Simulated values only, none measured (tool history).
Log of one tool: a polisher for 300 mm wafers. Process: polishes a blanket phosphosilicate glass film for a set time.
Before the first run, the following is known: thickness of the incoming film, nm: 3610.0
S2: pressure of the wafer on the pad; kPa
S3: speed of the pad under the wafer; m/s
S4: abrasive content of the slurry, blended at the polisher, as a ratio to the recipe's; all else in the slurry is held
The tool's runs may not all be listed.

{"run": 1, "day": 0.0, "flow of slurry (ml/min)": 260, "S2": 21.4, "S3": 1.08, "S4": 1.0, "polishing time (s)": 45, "film removed (angstrom)": 4487.8}
{"run": 2, "day": 0.283, "flow of slurry (ml/min)": 210, "S2": 21.4, "S3": 1.08, "S4": 1.0, "polishing time (s)": 45, "film removed (angstrom)": 4419.6}
{"run": 3, "day": 0.429, "flow of slurry (ml/min)": 210, "S2": 25.5, "S3": 1.08, "S4": 1.0, "polishing time (s)": 45, "film removed (angstrom)": 5255.1}
{"run": 4, "day": 0.596, "flow of slurry (ml/min)": 210, "S2": 25.5, "S3": 0.86, "S4": 1.0, "polishing time (s)": 45, "film removed (angstrom)": 4376.6}
{"run": 5, "day": 0.838, "flow of slurry (ml/min)": 210, "S2": 24.1, "S3": 0.86, "S4": 1.0, "polishing time (s)": 45, "film removed (angstrom)": 4199.7}
{"run": 6, "day": 1.021, "flow of slurry (ml/min)": 210, "S2": 22.8, "S3": 0.86, "S4": 1.0, "polishing time (s)": 45, "film removed (angstrom)": 3851.2}
{"run": 7, "day": 1.154, "flow of slurry (ml/min)": 210, "S2": 22.1, "S3": 0.86, "S4": 1.0, "polishing time (s)": 45, "film removed (angstrom)": 3799.6}
{"run": 8, "day": 1.504, "flow of slurry (ml/min)": 210, "S2": 21.4, "S3": 0.86, "S4": 1.0, "polishing time (s)": 45, "film removed (angstrom)": 3634.8}
{"run": 9, "day": 1.729, "flow of slurry (ml/min)": 210, "S2": 20.7, "S3": 0.86, "S4": 1.0, "polishing time (s)": 45, "film removed (angstrom)": 3665.2}
{"run": 10, "day": 1.825, "flow of slurry (ml/min)": 210, "S2": 20.0, "S3": 0.86, "S4": 1.0, "polishing time (s)": 45, "film removed (angstrom)": 3535.8}
{"run": 11, "day": 2.179, "flow of slurry (ml/min)": 210, "S2": 20.0, "S3": 0.86, "S4": 1.0, "polishing time (s)": 45, "film removed (angstrom)": 3452.7}

Expected results for the next run?
{"run": 12, "day": 2.429, "flow of slurry (ml/min)": 210, "S2": 19.3, "S3": 0.86, "S4": 1.0, "polishing time (s)": 45, "film removed (angstrom)": "?"}

{"run 12": {"film removed (angstrom)": 3294.6}}
